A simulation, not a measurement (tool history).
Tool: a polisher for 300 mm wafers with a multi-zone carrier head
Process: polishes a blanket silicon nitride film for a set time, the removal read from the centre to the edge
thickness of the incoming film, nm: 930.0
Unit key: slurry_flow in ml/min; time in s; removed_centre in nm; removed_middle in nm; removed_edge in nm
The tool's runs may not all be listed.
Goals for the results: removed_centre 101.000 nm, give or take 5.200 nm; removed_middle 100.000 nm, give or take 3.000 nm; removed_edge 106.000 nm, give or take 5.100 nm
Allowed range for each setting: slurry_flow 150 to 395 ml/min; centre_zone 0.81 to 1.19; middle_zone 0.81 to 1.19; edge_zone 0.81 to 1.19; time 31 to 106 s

run,hour,slurry_flow,centre_zone,middle_zone,edge_zone,time,removed_centre,removed_middle,removed_edge
1,0.0,250,1.00,1.00,1.00,68,85.673,85.145,87.499
2,4.8,255,1.00,1.00,1.01,69,85.397,85.920,88.975
3,8.6,255,1.01,1.00,1.02,70,89.416,87.595,90.092
4,16.3,255,1.01,1.00,1.03,71,87.934,88.865,89.994
5,25.1,255,1.01,1.00,1.02,72,91.968,90.787,92.492
6,32.4,255,1.01,1.00,1.02,73,94.312,90.448,92.574
7,38.2,255,1.00,1.00,1.03,74,92.037,93.645,93.870
8,40.6,255,1.00,0.99,1.03,75,92.970,92.320,96.887

Exercise: of the 4 proposed moves below, exactly one satisfies all targets within the stated allowed misses. Which move is it?
A,43.0,255,0.98,1.03,1.05,81,?,?,?
B,43.0,270,1.03,1.02,1.07,66,?,?,?
C,43.0,235,0.98,0.98,1.06,82,?,?,?
D,43.0,310,0.83,1.04,0.99,82,?,?,?

move,removed_centre,removed_middle,removed_edge
A,100.020,105.010,106.250
B,86.144,85.258,87.737
C,100.390,101.180,107.540
D,87.273,109.050,105.830
A: moves the result that the last run missed by most past its target, out the other side
B: moves away from the targets compared with the last run
C: every result within its allowed miss
D: moves the result that the last run missed by most past its target, out the other side
Correct choice: C, which meets every target
